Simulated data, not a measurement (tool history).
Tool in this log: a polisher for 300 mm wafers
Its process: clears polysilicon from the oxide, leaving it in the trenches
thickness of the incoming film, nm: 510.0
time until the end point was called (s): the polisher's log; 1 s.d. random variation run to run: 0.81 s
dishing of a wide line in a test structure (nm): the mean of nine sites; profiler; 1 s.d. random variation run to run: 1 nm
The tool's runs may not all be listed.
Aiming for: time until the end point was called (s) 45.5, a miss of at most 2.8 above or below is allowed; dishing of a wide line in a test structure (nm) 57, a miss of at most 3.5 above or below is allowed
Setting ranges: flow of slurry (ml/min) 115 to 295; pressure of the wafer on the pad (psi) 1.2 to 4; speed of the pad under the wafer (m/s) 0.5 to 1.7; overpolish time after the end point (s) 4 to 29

| run | hour | flow of slurry (ml/min) | pressure of the wafer on the pad (psi) | speed of the pad under the wafer (m/s) | overpolish time after the end point (s) | time until the end point was called (s) | dishing of a wide line in a test structure (nm) |
|---|---|---|---|---|---|---|---|
| 1 | 0 | 190 | 2.6 | 1.1 | 15 | 31.888 | 74.303 |
| 2 | 0.9 | 190 | 2 | 1.1 | 15 | 39.821 | 71.805 |
| 3 | 4.4 | 190 | 1.9 | 1.1 | 13 | 42.779 | 69.634 |
| 4 | 7.7 | 190 | 1.9 | 1.1 | 11 | 43.305 | 64.224 |
| 5 | 14.7 | 190 | 1.9 | 1.24 | 11 | 39.005 | 66.886 |
| 6 | 19.3 | 190 | 1.9 | 1.38 | 11 | 33.67 | 69.591 |
| 7 | 27.7 | 190 | 1.8 | 1.36 | 10 | 36.902 | 64.944 |
| 8 | 36.1 | 190 | 1.7 | 1.36 | 9 | 39.181 | 61.311 |
| 9 | 43.2 | 190 | 1.6 | 1.36 | 9 | 40.136 | 61.746 |
| 10 | 45 | 190 | 1.4 | 1.36 | 8 | 46.989 | 52.976 |
| 11 | 52.7 | 190 | 1.4 | 1.36 | 8 | 45.991 | 53.7 |

Next run, 4 choices. One meets every target within its allowed miss, the rest don't. Which?
| A | 60.4 | 280 | 1.6 | 1.16 | 9 | ? | ? |
| B | 60.4 | 150 | 1.8 | 1.18 | 11 | ? | ? |
| C | 60.4 | 190 | 1.5 | 1.18 | 7 | ? | ? |
| D | 60.4 | 225 | 1.4 | 1.48 | 11 | ? | ? |

| move | time until the end point was called (s) | dishing of a wide line in a test structure (nm) |
|---|---|---|
| A | 43.914 | 58.034 |
| B | 43.306 | 64.131 |
| C | 48.643 | 47.446 |
| D | 40.746 | 65.757 |
A: all results land within tolerance of their targets
B: the result that was furthest off in the last run now lies on the other side of its target
C: misses by more than the last run did
D: the result that was furthest off in the last run now lies on the other side of its target
The right move is A.

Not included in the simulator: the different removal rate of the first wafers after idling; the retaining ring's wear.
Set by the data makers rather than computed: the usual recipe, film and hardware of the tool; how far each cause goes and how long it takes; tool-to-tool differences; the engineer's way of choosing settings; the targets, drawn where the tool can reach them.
